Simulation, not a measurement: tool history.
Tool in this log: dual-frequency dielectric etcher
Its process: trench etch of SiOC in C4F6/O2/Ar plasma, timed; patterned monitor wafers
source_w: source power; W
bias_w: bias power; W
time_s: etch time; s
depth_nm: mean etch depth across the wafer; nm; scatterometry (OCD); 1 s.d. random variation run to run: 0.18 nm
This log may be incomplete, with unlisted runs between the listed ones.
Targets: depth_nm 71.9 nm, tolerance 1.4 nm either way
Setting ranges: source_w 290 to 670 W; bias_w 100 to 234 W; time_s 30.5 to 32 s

run  hour  source_w  bias_w  time_s  depth_nm
  1     0       480     167    30.5    63.346
  2     1       480     167    30.5    63.276
  3   9.9       510     169    30.5    64.221
  4  12.6       510     169    30.5    64.377
  5  18.1       510     169    30.5    64.369
  6  21.2       510     169      32    67.541
  7    28       530     172      32    68.641
  8  35.3       550     175      32    69.767
  9  41.1       560     177      32    70.304

Exactly one of the 5 candidate moves below puts every result within its allowed miss. Which one?
  A  46.9       570     188      32         ?
  B  46.9       600     163    31.5         ?
  C  46.9       390     205      32         ?
  D  46.9       580     180      31         ?
  E  46.9       540     179    31.5         ?

move  depth_nm
   A    72.093
   B    67.973
   C    68.936
   D    68.951
   E    68.796
A: all results in spec
B: the biggest miss grows against the last run
C: the biggest miss grows against the last run
D: the biggest miss grows against the last run
E: the biggest miss grows against the last run
The move that meets every target is A.
